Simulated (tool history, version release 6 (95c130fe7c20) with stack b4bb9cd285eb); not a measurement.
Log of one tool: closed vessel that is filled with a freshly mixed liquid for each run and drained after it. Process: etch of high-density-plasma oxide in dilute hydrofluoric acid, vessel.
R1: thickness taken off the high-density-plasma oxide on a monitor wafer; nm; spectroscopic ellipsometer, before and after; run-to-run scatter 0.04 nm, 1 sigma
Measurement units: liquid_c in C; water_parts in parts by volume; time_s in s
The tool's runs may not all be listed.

run 1 hour=0.0 | liquid_c=22.0 water_parts=110 time_s=230 | R1=10.5530
run 2 hour=2.8 | liquid_c=22.0 water_parts=110 time_s=230 | R1=10.5900
run 3 hour=12.0 | liquid_c=22.0 water_parts=85 time_s=230 | R1=14.1290
run 4 hour=20.7 | liquid_c=22.0 water_parts=85 time_s=230 | R1=14.1400
run 5 hour=29.9 | liquid_c=20.5 water_parts=95 time_s=230 | R1=11.7660
run 6 hour=34.3 | liquid_c=20.5 water_parts=95 time_s=230 | R1=11.7150
run 7 hour=40.1 | liquid_c=19.5 water_parts=100 time_s=230 | R1=10.6560
run 8 hour=41.7 | liquid_c=17.0 water_parts=125 time_s=230 | R1=7.4160

Run 9 is up next; what results do you expect?
run 9 hour=49.4 | liquid_c=17.5 water_parts=125 time_s=230 | R1=?

Logged for run 9: R1 7.5516 nm.

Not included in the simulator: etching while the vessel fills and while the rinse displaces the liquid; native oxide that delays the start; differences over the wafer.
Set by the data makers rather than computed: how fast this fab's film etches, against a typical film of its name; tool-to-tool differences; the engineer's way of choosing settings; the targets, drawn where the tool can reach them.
